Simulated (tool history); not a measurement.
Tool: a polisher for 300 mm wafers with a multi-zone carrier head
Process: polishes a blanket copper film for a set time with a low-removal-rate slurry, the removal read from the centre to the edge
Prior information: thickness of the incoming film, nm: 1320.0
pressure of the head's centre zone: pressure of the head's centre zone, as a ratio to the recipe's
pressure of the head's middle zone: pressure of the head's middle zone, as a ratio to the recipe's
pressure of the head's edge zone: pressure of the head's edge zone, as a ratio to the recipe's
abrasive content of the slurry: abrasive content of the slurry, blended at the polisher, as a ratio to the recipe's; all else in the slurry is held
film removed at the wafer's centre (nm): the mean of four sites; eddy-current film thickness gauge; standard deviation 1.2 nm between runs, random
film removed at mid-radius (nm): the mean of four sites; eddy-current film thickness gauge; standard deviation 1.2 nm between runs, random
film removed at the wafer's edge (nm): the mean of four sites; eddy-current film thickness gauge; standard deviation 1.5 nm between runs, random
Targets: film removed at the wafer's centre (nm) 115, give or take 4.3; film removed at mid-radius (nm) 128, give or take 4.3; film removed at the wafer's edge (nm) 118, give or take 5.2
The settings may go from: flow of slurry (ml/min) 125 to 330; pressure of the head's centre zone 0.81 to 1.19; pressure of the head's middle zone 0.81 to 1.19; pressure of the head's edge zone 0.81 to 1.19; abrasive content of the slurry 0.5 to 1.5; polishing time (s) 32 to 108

| run | hour | flow of slurry (ml/min) | pressure of the head's centre zone | pressure of the head's middle zone | pressure of the head's edge zone | abrasive content of the slurry | polishing time (s) | film removed at the wafer's centre (nm) | film removed at mid-radius (nm) | film removed at the wafer's edge (nm) |
|---|---|---|---|---|---|---|---|---|---|---|
| 1 | 0 | 210 | 1 | 1 | 1 | 1 | 70 | 185.73 | 194.07 | 195.73 |
| 2 | 6.8 | 240 | 1 | 1 | 1 | 1 | 70 | 194.17 | 194.9 | 196.53 |
| 3 | 10.9 | 240 | 1.08 | 1 | 1 | 1 | 70 | 207.73 | 194.91 | 197.58 |
| 4 | 13.8 | 240 | 1.06 | 1 | 0.99 | 0.95 | 67 | 193.76 | 186.25 | 182.91 |
| 5 | 16.9 | 240 | 1.06 | 0.95 | 0.99 | 0.95 | 67 | 192.91 | 178.19 | 185.05 |
| 6 | 21.8 | 240 | 1.06 | 0.95 | 1.07 | 0.95 | 67 | 194.63 | 179.57 | 190.08 |
| 7 | 29.1 | 240 | 1.04 | 0.96 | 1.06 | 0.9 | 64 | 179.46 | 171.54 | 183.39 |
| 8 | 30.5 | 240 | 1.04 | 0.97 | 1.04 | 0.85 | 61 | 169.49 | 162.38 | 172.32 |
| 9 | 33.6 | 240 | 1.04 | 0.99 | 1.02 | 0.8 | 59 | 162.53 | 160.04 | 158.46 |
| 10 | 34.2 | 235 | 1.03 | 0.99 | 1.01 | 0.75 | 58 | 156.23 | 152.24 | 153.31 |
| 11 | 35.7 | 230 | 1.01 | 0.99 | 0.99 | 0.7 | 57 | 149.28 | 152.52 | 148.02 |
| 12 | 36.8 | 225 | 1 | 0.98 | 0.98 | 0.7 | 56 | 144.03 | 145.67 | 147.59 |
| 13 | 38 | 225 | 0.99 | 0.99 | 0.97 | 0.7 | 55 | 141.04 | 143.22 | 141.89 |
| 14 | 44.4 | 220 | 0.98 | 0.99 | 0.96 | 0.7 | 55 | 139.02 | 142.58 | 144.83 |
| 15 | 52.4 | 220 | 0.98 | 1 | 0.95 | 0.7 | 54 | 136.32 | 142.39 | 139.4 |
| 16 | 58.4 | 220 | 0.97 | 1 | 0.94 | 0.7 | 53 | 132.3 | 138.68 | 136.4 |
| 17 | 62.6 | 220 | 0.97 | 1 | 0.94 | 0.7 | 53 | 129.35 | 140.82 | 134.86 |
| 18 | 71.2 | 220 | 0.97 | 1 | 0.93 | 0.7 | 53 | 131.86 | 138.86 | 135.75 |
| 19 | 80.1 | 220 | 0.97 | 1 | 0.92 | 0.7 | 53 | 132.27 | 139.72 | 135.15 |
| 20 | 81.7 | 220 | 0.97 | 1 | 0.91 | 0.7 | 53 | 134.53 | 138.12 | 134.08 |
| 21 | 88.8 | 220 | 0.97 | 1 | 0.91 | 0.7 | 53 | 131.25 | 139.16 | 132.94 |
| 22 | 90.4 | 220 | 0.96 | 1 | 0.9 | 0.7 | 53 | 128.16 | 141.31 | 136.15 |
| 23 | 98.5 | 215 | 0.96 | 1 | 0.89 | 0.7 | 53 | 131.33 | 140.02 | 135.68 |
| 24 | 99.8 | 215 | 0.96 | 1 | 0.89 | 0.7 | 52 | 125.76 | 137.43 | 131.72 |
| 25 | 100.5 | 210 | 0.96 | 1 | 0.88 | 0.7 | 52 | 126.9 | 132.21 | 130 |
| 26 | 102.1 | 190 | 0.9 | 1.08 | 0.81 | 0.5 | 51 | 109.49 | 132.13 | 115.91 |

5 candidate next runs follow, results not yet known. Just one meets every target within its allowed miss. Identify it.
| A | 103.7 | 195 | 0.82 | 1.05 | 0.84 | 0.55 | 48 | ? | ? | ? |
| B | 103.7 | 210 | 0.86 | 1.1 | 0.82 | 0.5 | 52 | ? | ? | ? |
| C | 103.7 | 290 | 0.9 | 1.1 | 0.86 | 0.5 | 49 | ? | ? | ? |
| D | 103.7 | 195 | 0.95 | 1.04 | 0.86 | 0.6 | 49 | ? | ? | ? |
| E | 103.7 | 185 | 0.81 | 1.12 | 0.89 | 0.5 | 49 | ? | ? | ? |

| move | film removed at the wafer's centre (nm) | film removed at mid-radius (nm) | film removed at the wafer's edge (nm) |
|---|---|---|---|
| A | 95.835 | 125.7 | 110.72 |
| B | 108.87 | 141.5 | 118.32 |
| C | 112.19 | 138.78 | 116.97 |
| D | 114.49 | 128.72 | 115.41 |
| E | 94.563 | 132.73 | 113.23 |
A: lands further from the targets than the last run did
B: lands further from the targets than the last run did
C: corrects the largest miss of the last run, while another result sits out of spec
D: all results land within tolerance of their targets
E: lands further from the targets than the last run did
Answer: D
